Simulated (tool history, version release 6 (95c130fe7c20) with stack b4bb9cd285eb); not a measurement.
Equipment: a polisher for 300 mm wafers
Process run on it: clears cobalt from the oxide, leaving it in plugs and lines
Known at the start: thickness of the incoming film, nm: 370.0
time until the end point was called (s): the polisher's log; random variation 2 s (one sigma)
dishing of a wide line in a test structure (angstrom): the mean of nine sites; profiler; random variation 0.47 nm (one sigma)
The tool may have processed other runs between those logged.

| run | hour | flow of slurry (ml/min) | pressure of the wafer on the pad (kPa) | speed of the pad under the wafer (cm/s) | overpolish time after the end point (s) | time until the end point was called (s) | dishing of a wide line in a test structure (angstrom) |
|---|---|---|---|---|---|---|---|
| 1 | 0.0 | 180 | 15.2 | 104 | 24 | 82.226 | 324.59 |
| 2 | 4.1 | 220 | 15.2 | 104 | 24 | 79.615 | 337.93 |
| 3 | 9.3 | 240 | 15.2 | 104 | 24 | 82.414 | 325.36 |
| 4 | 10.2 | 245 | 14.5 | 104 | 22 | 86.218 | 323.02 |
| 5 | 11.5 | 220 | 14.5 | 104 | 22 | 86.925 | 325.20 |
| 6 | 14.6 | 220 | 14.5 | 104 | 29 | 89.647 | 331.27 |
| 7 | 19.6 | 210 | 13.8 | 106 | 27 | 87.261 | 343.47 |
| 8 | 23.7 | 220 | 14.5 | 100 | 25 | 89.352 | 315.65 |
| 9 | 28.3 | 220 | 15.2 | 94 | 24 | 93.084 | 328.79 |
| 10 | 33.1 | 170 | 11.0 | 122 | 13 | 98.774 | 259.90 |

Expected results for the next run?
| 11 | 40.6 | 165 | 10.3 | 124 | 12 | ? | ? |

Run 11 produced time until the end point was called (s) 106.680, dishing of a wide line in a test structure (angstrom) 257.17.

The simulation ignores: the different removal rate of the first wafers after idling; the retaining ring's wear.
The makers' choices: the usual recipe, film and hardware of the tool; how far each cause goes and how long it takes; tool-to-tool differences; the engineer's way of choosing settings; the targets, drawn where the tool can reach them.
